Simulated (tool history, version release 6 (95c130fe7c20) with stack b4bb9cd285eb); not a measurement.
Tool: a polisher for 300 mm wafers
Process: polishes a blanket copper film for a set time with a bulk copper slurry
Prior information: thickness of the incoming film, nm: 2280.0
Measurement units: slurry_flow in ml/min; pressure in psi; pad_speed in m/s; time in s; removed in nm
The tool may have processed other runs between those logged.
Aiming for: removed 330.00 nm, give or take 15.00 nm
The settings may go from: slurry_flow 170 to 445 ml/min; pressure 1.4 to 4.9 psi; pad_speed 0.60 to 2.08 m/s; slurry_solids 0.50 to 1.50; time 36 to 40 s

| run | day | slurry_flow | pressure | pad_speed | slurry_solids | time | removed |
|---|---|---|---|---|---|---|---|
| 1 | 0.000 | 285 | 3.1 | 1.34 | 1.00 | 40 | 583.89 |
| 2 | 0.117 | 335 | 3.1 | 1.34 | 1.00 | 40 | 567.80 |
| 3 | 0.271 | 335 | 2.8 | 1.34 | 1.00 | 40 | 539.74 |
| 4 | 0.362 | 335 | 2.6 | 1.30 | 1.00 | 40 | 473.53 |
| 5 | 0.542 | 380 | 2.6 | 1.30 | 1.00 | 40 | 478.26 |
| 6 | 0.758 | 380 | 2.4 | 1.30 | 1.00 | 40 | 441.76 |
| 7 | 0.904 | 380 | 2.2 | 1.30 | 1.00 | 40 | 414.97 |
| 8 | 0.938 | 380 | 1.4 | 1.28 | 1.00 | 40 | 269.28 |
| 9 | 1.125 | 380 | 1.5 | 1.28 | 1.00 | 40 | 284.09 |
| 10 | 1.412 | 380 | 1.6 | 1.28 | 1.00 | 40 | 309.41 |

Exactly one of the 4 candidate moves below puts every result within its allowed miss. Which one?
| A | 1.700 | 310 | 2.1 | 1.28 | 1.10 | 38 | ? |
| B | 1.700 | 320 | 2.4 | 0.94 | 1.00 | 40 | ? |
| C | 1.700 | 425 | 1.7 | 1.52 | 0.95 | 40 | ? |
| D | 1.700 | 365 | 2.0 | 1.26 | 1.05 | 40 | ? |

| move | removed |
|---|---|
| A | 369.57 |
| B | 322.69 |
| C | 373.54 |
| D | 367.16 |
A: the result that was furthest off in the last run now lies on the other side of its target
B: each result inside its tolerance
C: the result that was furthest off in the last run now lies on the other side of its target
D: the result that was furthest off in the last run now lies on the other side of its target
Answer: B
